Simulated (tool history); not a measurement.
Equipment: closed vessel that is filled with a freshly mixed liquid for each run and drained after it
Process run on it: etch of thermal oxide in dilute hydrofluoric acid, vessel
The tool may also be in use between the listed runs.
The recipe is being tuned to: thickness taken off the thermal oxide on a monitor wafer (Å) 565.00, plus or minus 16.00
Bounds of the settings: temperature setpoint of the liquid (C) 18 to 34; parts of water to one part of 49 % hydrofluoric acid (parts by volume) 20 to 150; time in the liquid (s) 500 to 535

| run | hour | temperature setpoint of the liquid (C) | parts of water to one part of 49 % hydrofluoric acid (parts by volume) | time in the liquid (s) | thickness taken off the thermal oxide on a monitor wafer (Å) |
|---|---|---|---|---|---|
| 1 | 0.0 | 26 | 85 | 500 | 342.02 |
| 2 | 8.3 | 26 | 70 | 500 | 420.32 |
| 3 | 13.0 | 27 | 70 | 500 | 437.09 |
| 4 | 20.7 | 28 | 70 | 500 | 453.07 |
| 5 | 23.4 | 28 | 70 | 500 | 454.02 |
| 6 | 29.0 | 28 | 40 | 500 | 836.29 |
| 7 | 34.4 | 24 | 40 | 500 | 706.20 |
| 8 | 38.6 | 20 | 40 | 500 | 600.32 |

Exactly one of the 5 candidate moves below puts every result within its allowed miss. Which one?
| A | 42.8 | 20 | 40 | 535 | ? |
| B | 42.8 | 18 | 35 | 535 | ? |
| C | 42.8 | 21 | 40 | 505 | ? |
| D | 42.8 | 18 | 35 | 525 | ? |
| E | 42.8 | 18 | 40 | 520 | ? |

| move | thickness taken off the thermal oxide on a monitor wafer (Å) |
|---|---|
| A | 635.36 |
| B | 669.98 |
| C | 625.84 |
| D | 657.46 |
| E | 566.54 |
A: moves away from the targets compared with the last run
B: moves away from the targets compared with the last run
C: moves away from the targets compared with the last run
D: moves away from the targets compared with the last run
E: hits every target within its allowed miss
E meets every target.
